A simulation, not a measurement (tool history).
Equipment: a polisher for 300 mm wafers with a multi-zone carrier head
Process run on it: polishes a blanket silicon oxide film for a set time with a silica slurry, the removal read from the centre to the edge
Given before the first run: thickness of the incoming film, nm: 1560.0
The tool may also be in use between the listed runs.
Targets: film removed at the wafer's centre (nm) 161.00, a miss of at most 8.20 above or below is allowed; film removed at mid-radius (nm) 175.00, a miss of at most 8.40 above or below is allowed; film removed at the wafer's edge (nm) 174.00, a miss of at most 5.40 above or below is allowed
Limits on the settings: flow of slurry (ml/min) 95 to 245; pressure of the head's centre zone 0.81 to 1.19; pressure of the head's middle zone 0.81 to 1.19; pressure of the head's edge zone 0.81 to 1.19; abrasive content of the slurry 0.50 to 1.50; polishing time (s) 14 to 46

run  hour  flow of slurry (ml/min)  pressure of the head's centre zone  pressure of the head's middle zone  pressure of the head's edge zone  abrasive content of the slurry  polishing time (s)  film removed at the wafer's centre (nm)  film removed at mid-radius (nm)  film removed at the wafer's edge (nm)
  1   0.0                      155                                1.00                                1.00                              1.00                            1.00                  30                                   120.12                           117.91                                 118.44
  2   5.9                      165                                0.99                                1.02                              1.04                            1.15                  31                                   133.04                           130.47                                 131.71
  3  10.6                      165                                0.96                                1.04                              1.06                            1.25                  32                                   141.93                           143.50                                 142.59
  4  18.8                      190                                0.96                                1.04                              1.06                            1.25                  32                                   141.37                           148.76                                 147.34
  5  21.7                      190                                0.96                                1.08                              1.06                            1.25                  32                                   141.60                           152.30                                 145.77
  6  22.5                      200                                0.95                                1.08                              1.09                            1.30                  32                                   146.12                           151.01                                 151.38
  7  30.0                      205                                0.93                                1.09                              1.09                            1.35                  32                                   141.88                           157.40                                 154.98
  8  38.7                      220                                0.99                                1.11                              1.17                            1.50                  32                                   160.13                           167.99                                 165.51
  9  40.4                      220                                0.98                                1.11                              1.17                            1.50                  32                                   160.06                           173.14                                 165.44
 10  45.3                      220                                0.98                                1.11                              1.17                            1.50                  32                                   155.23                           167.43                                 166.28

Next run, 4 choices. One meets every target within its allowed miss, the rest don't. Which?
  A  50.2                      210                                0.98                                1.16                              1.15                            1.50                  31                                        ?                                ?                                      ?
  B  50.2                      240                                0.94                                1.09                              1.19                            1.50                  33                                        ?                                ?                                      ?
  C  50.2                      170                                1.00                                1.14                              1.18                            1.15                  35                                        ?                                ?                                      ?
  D  50.2                      210                                1.04                                1.01                              1.19                            1.45                  32                                        ?                                ?                                      ?

move  film removed at the wafer's centre (nm)  film removed at mid-radius (nm)  film removed at the wafer's edge (nm)
   A                                   154.88                           167.60                                 157.71
   B                                   161.70                           173.49                                 172.08
   C                                   154.92                           163.21                                 158.14
   D                                   166.23                           155.10                                 163.00
A: moves away from the targets compared with the last run
B: meets every target
C: moves away from the targets compared with the last run
D: moves away from the targets compared with the last run
Go with B: it meets all targets.

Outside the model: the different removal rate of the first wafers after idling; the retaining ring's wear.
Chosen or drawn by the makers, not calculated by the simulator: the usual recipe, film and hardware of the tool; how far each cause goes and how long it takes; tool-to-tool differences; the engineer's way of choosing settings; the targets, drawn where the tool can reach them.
